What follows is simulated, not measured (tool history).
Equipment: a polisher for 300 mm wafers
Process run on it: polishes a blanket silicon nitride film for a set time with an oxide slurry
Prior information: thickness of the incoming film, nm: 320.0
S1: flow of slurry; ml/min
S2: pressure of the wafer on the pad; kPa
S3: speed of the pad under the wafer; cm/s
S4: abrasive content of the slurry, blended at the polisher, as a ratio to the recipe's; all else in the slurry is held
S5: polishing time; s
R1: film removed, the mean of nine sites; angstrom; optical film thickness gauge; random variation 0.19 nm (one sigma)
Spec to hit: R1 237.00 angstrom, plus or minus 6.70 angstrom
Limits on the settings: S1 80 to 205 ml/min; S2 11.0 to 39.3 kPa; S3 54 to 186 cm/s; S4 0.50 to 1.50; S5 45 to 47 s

{"run": 1, "hour": 0.0, "S1": 135, "S2": 24.8, "S3": 118, "S4": 1.0, "S5": 45, "R1": 284.3}
{"run": 2, "hour": 8.9, "S1": 130, "S2": 24.1, "S3": 118, "S4": 1.0, "S5": 45, "R1": 279.09}
{"run": 3, "hour": 17.8, "S1": 130, "S2": 23.4, "S3": 118, "S4": 1.0, "S5": 45, "R1": 273.68}
{"run": 4, "hour": 19.7, "S1": 130, "S2": 23.4, "S3": 130, "S4": 1.0, "S5": 45, "R1": 298.84}
{"hour": 22.1, "done": "slurry blender recalibrated"}
{"run": 5, "hour": 22.1, "S1": 130, "S2": 23.4, "S3": 160, "S4": 1.0, "S5": 45, "R1": 397.46}
{"run": 6, "hour": 24.2, "S1": 115, "S2": 23.4, "S3": 160, "S4": 1.0, "S5": 45, "R1": 386.72}
{"run": 7, "hour": 26.7, "S1": 115, "S2": 21.4, "S3": 160, "S4": 1.0, "S5": 45, "R1": 374.52}
{"run": 8, "hour": 32.6, "S1": 115, "S2": 19.3, "S3": 156, "S4": 1.0, "S5": 45, "R1": 341.31}
{"run": 9, "hour": 39.3, "S1": 115, "S2": 17.9, "S3": 152, "S4": 1.0, "S5": 45, "R1": 322.53}
{"run": 10, "hour": 46.0, "S1": 115, "S2": 17.9, "S3": 152, "S4": 1.0, "S5": 45, "R1": 319.48}
{"run": 11, "hour": 48.5, "S1": 115, "S2": 16.5, "S3": 150, "S4": 1.0, "S5": 45, "R1": 304.95}
{"run": 12, "hour": 54.7, "S1": 115, "S2": 15.2, "S3": 148, "S4": 1.0, "S5": 45, "R1": 285.85}
{"run": 13, "hour": 61.5, "S1": 115, "S2": 14.5, "S3": 146, "S4": 1.0, "S5": 45, "R1": 277.11}

4 next moves are on the table. One of them brings every result within its allowed miss. Which?
{"run": "A", "hour": 68.3, "S1": 100, "S2": 13.8, "S3": 148, "S4": 0.9, "S5": 45, "R1": "?"}
{"run": "B", "hour": 68.3, "S1": 130, "S2": 15.9, "S3": 152, "S4": 0.95, "S5": 47, "R1": "?"}
{"run": "C", "hour": 68.3, "S1": 85, "S2": 11.7, "S3": 138, "S4": 1.15, "S5": 45, "R1": "?"}
{"run": "D", "hour": 68.3, "S1": 95, "S2": 17.2, "S3": 96, "S4": 1.05, "S5": 45, "R1": "?"}

move=A R1=253.29
move=B R1=308.62
move=C R1=237.53
move=D R1=213.32
A: closes in on the targets versus the last run, not all within tolerance yet
B: moves away from the targets compared with the last run
C: every result within its allowed miss
D: pushes the last run's worst result past its target
Answer: C
